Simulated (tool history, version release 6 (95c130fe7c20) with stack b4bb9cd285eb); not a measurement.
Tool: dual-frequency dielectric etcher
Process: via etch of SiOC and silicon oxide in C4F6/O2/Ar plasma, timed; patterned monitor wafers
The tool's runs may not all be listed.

run  hour  source power (W)  bias power (W)  etch time (s)  mean etch depth across the wafer (nm)
  1   0.0               350             148           48.0                                 46.334
  2   3.0               350             148           43.5                                 41.989
  3   9.3               350             148           48.0                                 46.365
  4  11.0               350             135           48.0                                 45.386
  5  15.3               330             132           48.0                                 44.101
  6  20.4               330             145           48.0                                 45.008
  7  25.1               310             142           48.0                                 43.817

Forecast run 8:
  8  28.7               250             134           47.5                                      ?

mean etch depth across the wafer (nm): 38.850
